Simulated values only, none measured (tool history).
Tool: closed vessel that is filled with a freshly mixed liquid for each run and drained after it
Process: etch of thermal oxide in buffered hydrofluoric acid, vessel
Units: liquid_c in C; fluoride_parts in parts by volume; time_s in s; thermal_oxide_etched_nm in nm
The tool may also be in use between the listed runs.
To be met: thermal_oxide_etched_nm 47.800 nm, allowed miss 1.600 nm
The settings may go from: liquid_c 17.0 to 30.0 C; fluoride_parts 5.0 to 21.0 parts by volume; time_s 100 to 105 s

run	hour	liquid_c	fluoride_parts	time_s	thermal_oxide_etched_nm
1	0.0	22.0	13.0	100	80.540
2	1.1	20.5	14.0	100	68.838
3	4.7	20.5	14.0	100	68.748
4	8.1	19.5	14.5	100	62.086
5	12.0	19.5	14.5	100	63.229
6	13.4	19.5	16.0	100	57.573
7	17.3	19.0	16.0	100	54.976
8	25.3	18.5	16.0	100	54.095
9	26.0	18.0	16.0	100	51.867

Which of these 4 next moves meets every target?
A	26.7	18.5	15.5	105	?
B	26.7	17.5	18.0	105	?
C	26.7	18.0	13.5	100	?
D	26.7	17.0	15.0	105	?

move	thermal_oxide_etched_nm
A	57.551
B	46.915
C	61.030
D	54.575
A: further off than the last run
B: meets every target
C: further off than the last run
D: further off than the last run
The right move is B.
